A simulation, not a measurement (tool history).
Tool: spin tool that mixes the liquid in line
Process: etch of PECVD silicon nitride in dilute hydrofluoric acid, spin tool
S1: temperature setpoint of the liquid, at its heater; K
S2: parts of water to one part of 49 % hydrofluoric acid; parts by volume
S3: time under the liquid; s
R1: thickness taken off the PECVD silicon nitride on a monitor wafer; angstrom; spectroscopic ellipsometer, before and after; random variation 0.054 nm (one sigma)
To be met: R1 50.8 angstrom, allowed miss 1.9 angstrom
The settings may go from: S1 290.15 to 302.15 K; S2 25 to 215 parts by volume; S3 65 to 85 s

| run | day | S1 | S2 | S3 | R1 |
|---|---|---|---|---|---|
| 1 | 0 | 294.15 | 120 | 85 | 15.96 |
| 2 | 0.254 | 294.15 | 105 | 85 | 18.37 |
| 3 | 0.433 | 295.65 | 95 | 85 | 22.742 |
| 4 | 0.704 | 297.15 | 90 | 85 | 25.986 |
| 5 | 0.996 | 293.65 | 90 | 85 | 20.666 |
| 6 | 1.221 | 293.65 | 50 | 85 | 36.816 |
| 7 | 1.588 | 294.65 | 50 | 85 | 38.491 |
| 8 | 1.85 | 295.65 | 50 | 85 | 42.334 |
| 9 | 1.904 | 296.15 | 50 | 85 | 44.255 |

Which of these 4 next moves meets every target?
| A | 1.958 | 298.15 | 45 | 85 | ? |
| B | 1.958 | 301.15 | 60 | 85 | ? |
| C | 1.958 | 297.65 | 45 | 85 | ? |
| D | 1.958 | 296.65 | 40 | 85 | ? |

| move | R1 |
|---|---|
| A | 55.373 |
| B | 50.878 |
| C | 53.543 |
| D | 56.131 |
A: takes the result that was furthest off past its target
B: meets every target
C: takes the result that was furthest off past its target
D: takes the result that was furthest off past its target
Answer: B
